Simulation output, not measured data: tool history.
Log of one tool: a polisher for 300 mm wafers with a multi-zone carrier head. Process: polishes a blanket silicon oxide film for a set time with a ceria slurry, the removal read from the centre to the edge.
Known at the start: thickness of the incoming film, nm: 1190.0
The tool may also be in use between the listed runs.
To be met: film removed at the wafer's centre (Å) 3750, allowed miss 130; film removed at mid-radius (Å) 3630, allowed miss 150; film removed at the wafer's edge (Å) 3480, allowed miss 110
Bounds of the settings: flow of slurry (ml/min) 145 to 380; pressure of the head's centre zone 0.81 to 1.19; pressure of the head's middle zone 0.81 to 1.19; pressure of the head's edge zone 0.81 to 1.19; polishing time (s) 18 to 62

run	hour	flow of slurry (ml/min)	pressure of the head's centre zone	pressure of the head's middle zone	pressure of the head's edge zone	polishing time (s)	film removed at the wafer's centre (Å)	film removed at mid-radius (Å)	film removed at the wafer's edge (Å)
1	0	245	1	1	1	40	2140.8	2170.8	2191.5
2	1.4	245	1.05	1	1	40	2240.3	2163.4	2226.2
3	6.9	255	1.08	1.03	1.01	43	2501.6	2378.8	2429.6
4	12.7	265	1.1	1.06	1.02	45	2744	2595.4	2527.2
5	14.8	300	1.1	1.06	1.02	45	2710.1	2597.7	2494.2
6	22.8	300	1.1	1.06	1.02	48	2927	2818.8	2683.8
7	30.9	295	1.1	1.07	1.04	50	3044.5	2958.7	2820.9
8	34	290	1.11	1.08	1.05	52	3168.1	3010.4	2980.1
9	36	290	1.12	1.1	1.06	53	3239.4	3158.7	3038.4
10	43.6	290	1.13	1.11	1.07	54	3407.6	3277	3124.6
11	46.3	285	1.13	1.12	1.08	55	3398.2	3317.7	3175.5
12	51.1	285	1.13	1.12	1.08	56	3462.9	3324.2	3210.6
13	58.9	295	1.13	1.12	1.09	57	3555.3	3458	3288.9

Which of these 4 next moves meets every target?
A	66.7	225	1.19	1.03	1.17	59	?	?	?
B	66.7	315	1.15	1.14	1.1	59	?	?	?
C	66.7	215	1.17	0.96	1.17	60	?	?	?
D	66.7	305	1.18	1.08	1.01	62	?	?	?

move	film removed at the wafer's centre (Å)	film removed at mid-radius (Å)	film removed at the wafer's edge (Å)
A	3715.2	3232.2	3472.1
B	3751.3	3666.9	3460.1
C	3685.7	3077.8	3517.2
D	4029.8	3667.1	3479.8
A: brings the result that was furthest off to its target, and leaves another outside
B: meets every target
C: brings the result that was furthest off to its target, and leaves another outside
D: brings the result that was furthest off to its target, and leaves another outside
The right move is B.

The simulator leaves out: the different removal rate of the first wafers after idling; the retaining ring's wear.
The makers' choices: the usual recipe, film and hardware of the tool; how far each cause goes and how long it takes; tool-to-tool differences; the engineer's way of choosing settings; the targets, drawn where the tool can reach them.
